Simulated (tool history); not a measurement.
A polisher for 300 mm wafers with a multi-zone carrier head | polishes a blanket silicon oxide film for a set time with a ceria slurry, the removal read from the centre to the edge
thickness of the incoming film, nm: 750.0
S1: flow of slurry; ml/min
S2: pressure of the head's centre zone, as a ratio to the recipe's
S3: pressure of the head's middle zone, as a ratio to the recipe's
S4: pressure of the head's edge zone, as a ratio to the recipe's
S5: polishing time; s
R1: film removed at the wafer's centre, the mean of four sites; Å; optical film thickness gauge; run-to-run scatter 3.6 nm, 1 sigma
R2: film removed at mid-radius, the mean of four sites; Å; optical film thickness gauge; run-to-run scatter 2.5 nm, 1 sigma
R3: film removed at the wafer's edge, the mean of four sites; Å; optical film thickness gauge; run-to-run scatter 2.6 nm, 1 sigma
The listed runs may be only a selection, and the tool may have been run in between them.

run,hour,S1,S2,S3,S4,S5,R1,R2,R3
1,0,320,1,1,1,62,3021.5,2824.3,2890.2
2,5.2,320,1,1,0.97,62,3066.3,2821.2,2877.2
3,13.7,320,1,1,1.05,62,3031.9,2815.1,3000.6
4,17.9,265,1,1,1.05,62,3070.1,2820.2,2940.6
5,22.6,265,0.97,1,1.05,62,2902.3,2799.1,2925.3
6,27.2,300,1.02,1.03,1.1,65,3247.2,3050.1,3171.3
7,34.4,300,1.02,1.03,1.1,65,3178.9,3055.2,3196.5

For run 8, what comes out?
8,35.4,305,1.07,1.03,1.13,68,?,?,?

For run 8 the tool returned R1 3586.1 Å, R2 3152.5 Å, R3 3378.9 Å.

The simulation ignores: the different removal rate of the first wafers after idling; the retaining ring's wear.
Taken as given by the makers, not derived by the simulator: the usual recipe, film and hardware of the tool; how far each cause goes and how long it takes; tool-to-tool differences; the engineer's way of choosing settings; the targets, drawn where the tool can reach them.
